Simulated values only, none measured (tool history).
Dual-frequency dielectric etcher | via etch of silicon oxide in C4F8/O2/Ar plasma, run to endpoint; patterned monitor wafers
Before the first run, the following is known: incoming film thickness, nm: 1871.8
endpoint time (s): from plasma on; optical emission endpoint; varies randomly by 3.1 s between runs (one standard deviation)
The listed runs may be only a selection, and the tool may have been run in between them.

run,hour,source power (W),bias power (W),endpoint time (s)
1,0.0,2200,2039,347.69
2,6.4,2070,1991,354.06
3,8.5,2070,2136,352.16
4,16.3,1940,2087,363.33
5,22.7,2220,2087,337.17
6,27.6,1900,2087,364.10

Run 7 comes next. What will it give?
7,32.0,1820,2061,?

endpoint time (s): 380.14
